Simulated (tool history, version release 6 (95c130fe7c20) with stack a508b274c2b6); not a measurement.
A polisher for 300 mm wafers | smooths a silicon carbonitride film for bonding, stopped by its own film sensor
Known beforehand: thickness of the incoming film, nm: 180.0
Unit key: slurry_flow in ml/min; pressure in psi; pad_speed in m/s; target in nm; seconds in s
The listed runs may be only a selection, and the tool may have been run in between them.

| run | day | slurry_flow | pressure | pad_speed | slurry_solids | target | seconds |
|---|---|---|---|---|---|---|---|
| 1 | 0.000 | 220 | 2.7 | 0.72 | 1.0 | 144 | 153.89 |
| 2 | 0.088 | 220 | 2.7 | 0.62 | 1.0 | 144 | 176.88 |
| 3 | 0.225 | 220 | 2.1 | 0.62 | 1.0 | 144 | 218.00 |
| 4 | 0.558 | 195 | 2.1 | 0.62 | 1.0 | 144 | 224.43 |
| 5 | 0.833 | 205 | 2.5 | 0.62 | 1.0 | 144 | 188.85 |
| 6 | 1.012 | 205 | 2.5 | 0.62 | 1.0 | 143 | 196.47 |
| 7 | 1.096 | 205 | 2.9 | 0.62 | 1.0 | 143 | 171.85 |

What does the tool deliver on the next run?
| 8 | 1.400 | 210 | 3.2 | 0.62 | 1.0 | 143 | ? |

seconds: 157.50 s
